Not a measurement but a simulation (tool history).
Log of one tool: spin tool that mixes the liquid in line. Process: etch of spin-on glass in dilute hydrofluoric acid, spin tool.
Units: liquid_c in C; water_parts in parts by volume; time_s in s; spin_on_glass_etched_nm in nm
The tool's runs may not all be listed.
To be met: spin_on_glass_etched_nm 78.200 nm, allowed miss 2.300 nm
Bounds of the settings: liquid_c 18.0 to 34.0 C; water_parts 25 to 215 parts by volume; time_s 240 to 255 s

run,hour,liquid_c,water_parts,time_s,spin_on_glass_etched_nm
1,0.0,26.0,120,240,66.486
2,2.7,26.0,120,255,69.627
3,8.4,26.0,120,240,66.534
4,16.6,24.0,120,240,60.528
5,23.1,24.0,120,255,65.604
6,24.1,25.5,120,255,68.540
7,25.1,26.5,120,255,72.139
8,32.5,27.0,120,255,72.530
9,38.3,27.5,120,255,74.297
10,39.8,28.0,120,255,75.559

Which of these 4 next moves meets every target?
A,41.3,28.0,110,240,?
B,41.3,28.0,120,240,?
C,41.3,28.5,125,250,?
D,41.3,28.0,125,255,?

move,spin_on_glass_etched_nm
A,78.793
B,71.282
C,72.153
D,72.235
A: meets every target
B: further off than the last run
C: further off than the last run
D: further off than the last run
Answer: A
